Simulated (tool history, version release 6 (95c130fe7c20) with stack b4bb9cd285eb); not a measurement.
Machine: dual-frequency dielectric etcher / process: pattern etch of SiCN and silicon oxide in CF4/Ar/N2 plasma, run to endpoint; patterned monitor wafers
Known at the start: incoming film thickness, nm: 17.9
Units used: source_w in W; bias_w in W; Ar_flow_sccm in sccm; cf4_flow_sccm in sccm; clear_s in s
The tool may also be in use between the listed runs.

Run 1, hour 0.0: source_w 360 W, bias_w 89 W, Ar_flow_sccm 108 sccm, cf4_flow_sccm 50 sccm. Result: clear_s 25.366 s.
Run 2, hour 7.6: source_w 360 W, bias_w 81 W, Ar_flow_sccm 108 sccm, cf4_flow_sccm 50 sccm. Result: clear_s 26.074 s.
Run 3, hour 10.9: source_w 360 W, bias_w 81 W, Ar_flow_sccm 98 sccm, cf4_flow_sccm 50 sccm. Result: clear_s 25.482 s.
Run 4, hour 11.6: source_w 310 W, bias_w 81 W, Ar_flow_sccm 98 sccm, cf4_flow_sccm 50 sccm. Result: clear_s 27.466 s.
Run 5, hour 19.3: source_w 310 W, bias_w 81 W, Ar_flow_sccm 108 sccm, cf4_flow_sccm 50 sccm. Result: clear_s 28.161 s.
Run 6, hour 27.0: source_w 260 W, bias_w 81 W, Ar_flow_sccm 108 sccm, cf4_flow_sccm 50 sccm. Result: clear_s 30.862 s.
Run 7, hour 30.3: source_w 300 W, bias_w 84 W, Ar_flow_sccm 107 sccm, cf4_flow_sccm 50 sccm. Result: clear_s 28.386 s.
Run 8, hour 35.6: source_w 370 W, bias_w 93 W, Ar_flow_sccm 104 sccm, cf4_flow_sccm 51 sccm. Result: clear_s 24.259 s.
Run 9, hour 41.3: source_w 390 W, bias_w 94 W, Ar_flow_sccm 104 sccm, cf4_flow_sccm 51 sccm. Result: clear_s 23.679 s.

Predict the results of run 10:
Run 10, hour 46.7: source_w 410 W, bias_w 95 W, Ar_flow_sccm 103 sccm, cf4_flow_sccm 51 sccm. Result: clear_s ?.

Run 10 came out at clear_s 22.711 s.

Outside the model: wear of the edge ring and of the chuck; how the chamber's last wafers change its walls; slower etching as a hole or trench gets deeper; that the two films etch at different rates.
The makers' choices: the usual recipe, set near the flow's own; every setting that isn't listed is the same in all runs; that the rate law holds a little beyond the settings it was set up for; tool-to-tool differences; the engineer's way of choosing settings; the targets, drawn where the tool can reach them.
